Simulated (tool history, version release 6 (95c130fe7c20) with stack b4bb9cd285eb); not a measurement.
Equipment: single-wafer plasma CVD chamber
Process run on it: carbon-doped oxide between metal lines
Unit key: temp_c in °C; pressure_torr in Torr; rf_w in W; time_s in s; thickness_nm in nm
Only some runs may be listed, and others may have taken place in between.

run	day	temp_c	pressure_torr	rf_w	time_s	thickness_nm
1	0	335	4.53	515	15.3	83.098
2	0.367	337	4.37	490	15.2	78.152
3	0.704	337	4.37	490	14.5	75.021
4	1.067	339	4.17	485	14.5	72.707
5	1.233	332	4.17	485	14.5	74.97
6	1.517	332	3.87	485	14.5	74.843
7	1.633	332	3.87	485	14.5	73.866
8	1.992	335	3.7	480	14.5	72.83
9	2.142	337	3.57	475	14.5	71.868
10	2.212	339	3.47	465	14.5	68.844
11	2.375	341	3.4	465	14.5	68.495
12	2.692	343	3.31	465	14.5	67.258
13	3.054	345	3.26	465	14.5	67.619
14	3.267	346	3.18	460	14.5	66.554
15	3.567	347	3.11	460	14.5	66.12
16	3.917	348	3.05	460	14.5	65.685
17	4.054	349	3	460	14.5	65.998
18	4.304	354	2.72	425	14.5	59.675
19	4.467	353	2.77	425	14.5	59.597
20	4.8	352	2.82	425	14.5	59.49

Run 21 comes next. What will it give?
21	5.117	351	2.87	425	14.5	?

thickness_nm: 60.41 nm

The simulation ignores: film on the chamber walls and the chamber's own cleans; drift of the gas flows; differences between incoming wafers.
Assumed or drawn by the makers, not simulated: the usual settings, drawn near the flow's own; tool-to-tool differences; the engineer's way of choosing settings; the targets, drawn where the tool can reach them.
